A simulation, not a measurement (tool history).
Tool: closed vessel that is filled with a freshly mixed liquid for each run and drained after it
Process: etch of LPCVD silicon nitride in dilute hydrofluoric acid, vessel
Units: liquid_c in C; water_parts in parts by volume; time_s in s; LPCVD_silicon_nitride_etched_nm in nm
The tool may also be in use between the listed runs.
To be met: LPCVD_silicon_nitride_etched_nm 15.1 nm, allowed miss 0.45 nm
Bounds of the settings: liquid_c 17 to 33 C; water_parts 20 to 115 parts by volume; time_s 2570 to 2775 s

run    day  liquid_c  water_parts  time_s  LPCVD_silicon_nitride_etched_nm
  1      0        25           65    2570                           20.031
  2  0.275        25           65    2570                            19.74
  3  0.629        24           65    2570                           18.685
  4  0.954        23           65    2570                           17.419
  5   1.25        23           55    2570                           20.403
  6  1.442      21.5           55    2570                           18.565
  7  1.512      20.5           55    2570                           17.119
  8  1.692        20           55    2570                            16.82
  9  2.038      19.5           55    2570                           16.189
 10  2.171        19           55    2570                           15.614

4 next moves are on the table. One of them brings every result within its allowed miss. Which?
  A  2.304        19           60    2725                                ?
  B  2.304      17.5           55    2595                                ?
  C  2.304      19.5           55    2570                                ?
  D  2.304      19.5           55    2605                                ?

move  LPCVD_silicon_nitride_etched_nm
   A                            15.25
   B                           14.224
   C                           16.207
   D                           16.428
A: meets every target
B: takes the result that was furthest off past its target
C: further off than the last run
D: further off than the last run
The right move is A.
